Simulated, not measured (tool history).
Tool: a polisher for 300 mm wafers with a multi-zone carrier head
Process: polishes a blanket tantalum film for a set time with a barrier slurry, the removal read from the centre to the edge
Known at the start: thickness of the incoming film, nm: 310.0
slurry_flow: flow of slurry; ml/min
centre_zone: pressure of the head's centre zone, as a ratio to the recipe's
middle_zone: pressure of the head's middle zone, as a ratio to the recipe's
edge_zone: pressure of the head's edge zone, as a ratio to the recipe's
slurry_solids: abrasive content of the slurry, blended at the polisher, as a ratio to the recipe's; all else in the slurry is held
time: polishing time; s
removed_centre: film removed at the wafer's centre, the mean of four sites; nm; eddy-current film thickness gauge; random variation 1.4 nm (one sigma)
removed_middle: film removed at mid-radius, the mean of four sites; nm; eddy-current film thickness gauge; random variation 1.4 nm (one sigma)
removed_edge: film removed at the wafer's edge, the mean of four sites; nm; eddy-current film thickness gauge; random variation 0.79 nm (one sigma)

run,hour,slurry_flow,centre_zone,middle_zone,edge_zone,slurry_solids,time,removed_centre,removed_middle,removed_edge
1,0,270,1,1,1,1,36,91.123,89.302,90.437
2,0.9,270,1,0.92,1,1,36,89.965,85.813,91.754
3,9.2,275,0.98,0.94,1.03,1.1,36,92.455,89.488,95.425
4,15.3,280,0.95,0.95,1.05,1.2,36,91.47,92.523,99.152
5,21.2,280,0.95,1.03,1.05,1.2,36,92.564,99.539,100.28
6,22.3,280,1.02,1.03,1.05,1.2,36,97.327,99.844,99.462

Run 7 comes next. What will it give?
7,25.8,285,1.01,1.03,1.08,1.25,36,?,?,?

removed_centre: 99.324 nm
removed_middle: 102.08 nm
removed_edge: 100.19 nm
